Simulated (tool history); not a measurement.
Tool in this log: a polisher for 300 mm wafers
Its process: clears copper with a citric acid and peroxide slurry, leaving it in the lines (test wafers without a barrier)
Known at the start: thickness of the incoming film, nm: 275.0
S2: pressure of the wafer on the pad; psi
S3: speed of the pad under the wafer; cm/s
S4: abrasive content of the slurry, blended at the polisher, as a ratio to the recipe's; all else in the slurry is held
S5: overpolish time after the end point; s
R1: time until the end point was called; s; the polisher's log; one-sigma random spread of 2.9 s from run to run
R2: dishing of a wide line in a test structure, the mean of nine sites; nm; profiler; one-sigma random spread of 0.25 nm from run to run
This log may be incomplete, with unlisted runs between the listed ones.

Run 1, hour 0: flow of slurry (ml/min) 195, S2 2.9 psi, S3 84 cm/s, S4 1, S5 24 s. Result: R1 183.66 s, R2 25.844 nm.
Run 2, hour 3.7: flow of slurry (ml/min) 190, S2 2.5 psi, S3 82 cm/s, S4 1, S5 22 s. Result: R1 205.24 s, R2 20.903 nm.
Run 3, hour 6.7: flow of slurry (ml/min) 190, S2 2.2 psi, S3 76 cm/s, S4 1, S5 22 s. Result: R1 237.61 s, R2 18.43 nm.
Run 4, hour 9.5: flow of slurry (ml/min) 185, S2 2 psi, S3 72 cm/s, S4 1, S5 21 s. Result: R1 264.18 s, R2 16.013 nm.
Run 5, hour 18.3: flow of slurry (ml/min) 185, S2 2 psi, S3 72 cm/s, S4 0.85, S5 21 s. Result: R1 277.85 s, R2 15.369 nm.
Run 6, hour 25.2: flow of slurry (ml/min) 185, S2 2 psi, S3 92 cm/s, S4 0.85, S5 21 s. Result: R1 221.58 s, R2 18.864 nm.
Run 7, hour 28.3: flow of slurry (ml/min) 180, S2 1.8 psi, S3 86 cm/s, S4 0.85, S5 20 s. Result: R1 252.72 s, R2 16.036 nm.

What will run 8 give?
Run 8, hour 33.3: flow of slurry (ml/min) 165, S2 1.3 psi, S3 68 cm/s, S4 0.85, S5 18 s. Result: R1 ?, R2 ?.

R1: 373.6 s
R2: 10.441 nm

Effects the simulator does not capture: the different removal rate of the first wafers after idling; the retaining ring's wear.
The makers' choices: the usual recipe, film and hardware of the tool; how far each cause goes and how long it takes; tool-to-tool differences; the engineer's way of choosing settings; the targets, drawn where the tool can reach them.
